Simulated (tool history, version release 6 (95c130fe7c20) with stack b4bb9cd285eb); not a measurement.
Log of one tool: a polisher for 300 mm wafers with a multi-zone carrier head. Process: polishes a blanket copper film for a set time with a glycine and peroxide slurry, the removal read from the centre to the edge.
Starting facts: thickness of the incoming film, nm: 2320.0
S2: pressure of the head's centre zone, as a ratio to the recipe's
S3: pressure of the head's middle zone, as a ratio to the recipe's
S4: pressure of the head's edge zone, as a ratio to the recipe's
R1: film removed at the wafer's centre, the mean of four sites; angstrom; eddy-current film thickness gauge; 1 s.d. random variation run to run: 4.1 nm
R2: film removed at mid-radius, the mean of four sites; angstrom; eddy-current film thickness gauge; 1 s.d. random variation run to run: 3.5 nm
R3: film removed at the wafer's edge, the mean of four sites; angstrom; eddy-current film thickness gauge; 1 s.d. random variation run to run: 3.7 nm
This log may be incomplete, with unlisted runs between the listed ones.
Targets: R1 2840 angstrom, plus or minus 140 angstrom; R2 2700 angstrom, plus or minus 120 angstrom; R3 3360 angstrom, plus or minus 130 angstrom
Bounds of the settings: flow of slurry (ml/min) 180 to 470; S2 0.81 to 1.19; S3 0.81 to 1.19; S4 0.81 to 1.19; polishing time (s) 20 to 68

{"run": 1, "hour": 0.0, "flow of slurry (ml/min)": 300, "S2": 1, "S3": 1, "S4": 1, "polishing time (s)": 44, "R1": 2221.8, "R2": 2238.7, "R3": 2295.9}
{"run": 2, "hour": 8.9, "flow of slurry (ml/min)": 300, "S2": 1, "S3": 0.96, "S4": 1, "polishing time (s)": 44, "R1": 2212, "R2": 2174.6, "R3": 2371}
{"run": 3, "hour": 13.8, "flow of slurry (ml/min)": 335, "S2": 1, "S3": 0.96, "S4": 1, "polishing time (s)": 44, "R1": 2241.7, "R2": 2229.7, "R3": 2363.9}
{"run": 4, "hour": 21.9, "flow of slurry (ml/min)": 335, "S2": 1, "S3": 0.96, "S4": 0.92, "polishing time (s)": 44, "R1": 2248.9, "R2": 2180.4, "R3": 2227.3}
{"run": 5, "hour": 30.1, "flow of slurry (ml/min)": 335, "S2": 1, "S3": 0.96, "S4": 0.92, "polishing time (s)": 50, "R1": 2603.6, "R2": 2523.3, "R3": 2578.7}
{"run": 6, "hour": 36.6, "flow of slurry (ml/min)": 335, "S2": 1, "S3": 0.95, "S4": 0.96, "polishing time (s)": 51, "R1": 2547.4, "R2": 2535.1, "R3": 2717.1}
{"run": 7, "hour": 37.8, "flow of slurry (ml/min)": 335, "S2": 1, "S3": 0.95, "S4": 0.96, "polishing time (s)": 51, "R1": 2622.5, "R2": 2596.3, "R3": 2633}
{"run": 8, "hour": 44.8, "flow of slurry (ml/min)": 315, "S2": 1, "S3": 0.92, "S4": 1, "polishing time (s)": 52, "R1": 2689.3, "R2": 2497.9, "R3": 2753.5}
{"run": 9, "hour": 48.9, "flow of slurry (ml/min)": 320, "S2": 0.99, "S3": 0.91, "S4": 1.03, "polishing time (s)": 53, "R1": 2635.7, "R2": 2530.7, "R3": 2828.3}
{"run": 10, "hour": 51.2, "flow of slurry (ml/min)": 320, "S2": 0.99, "S3": 0.91, "S4": 1.03, "polishing time (s)": 53, "R1": 2697.7, "R2": 2518.7, "R3": 2845.6}

Consider the 5 candidate settings below. Which is the only one whose results all fall within their allowed miss of target?
{"run": "A", "hour": 53.5, "flow of slurry (ml/min)": 280, "S2": 1.05, "S3": 0.83, "S4": 1.07, "polishing time (s)": 62, "R1": "?", "R2": "?", "R3": "?"}
{"run": "B", "hour": 53.5, "flow of slurry (ml/min)": 300, "S2": 0.9, "S3": 0.82, "S4": 1.07, "polishing time (s)": 62, "R1": "?", "R2": "?", "R3": "?"}
{"run": "C", "hour": 53.5, "flow of slurry (ml/min)": 320, "S2": 1.01, "S3": 0.83, "S4": 1.09, "polishing time (s)": 61, "R1": "?", "R2": "?", "R3": "?"}
{"run": "D", "hour": 53.5, "flow of slurry (ml/min)": 410, "S2": 1.06, "S3": 1.09, "S4": 1, "polishing time (s)": 49, "R1": "?", "R2": "?", "R3": "?"}
{"run": "E", "hour": 53.5, "flow of slurry (ml/min)": 285, "S2": 1.07, "S3": 0.81, "S4": 1.18, "polishing time (s)": 59, "R1": "?", "R2": "?", "R3": "?"}

move=A R1=3225.4 R2=2665.6 R3=3349.8
move=B R1=2828.6 R2=2661.4 R3=3369.7
move=C R1=3111.8 R2=2660.6 R3=3362.7
move=D R1=2679 R2=2742.1 R3=2622.2
move=E R1=3129.3 R2=2491 R3=3357.3
A: the furthest-off result lands on target, but another misses its tolerance
B: all results land within tolerance of their targets
C: the furthest-off result lands on target, but another misses its tolerance
D: moves away from the targets compared with the last run
E: the furthest-off result lands on target, but another misses its tolerance
Go with B: it meets all targets.
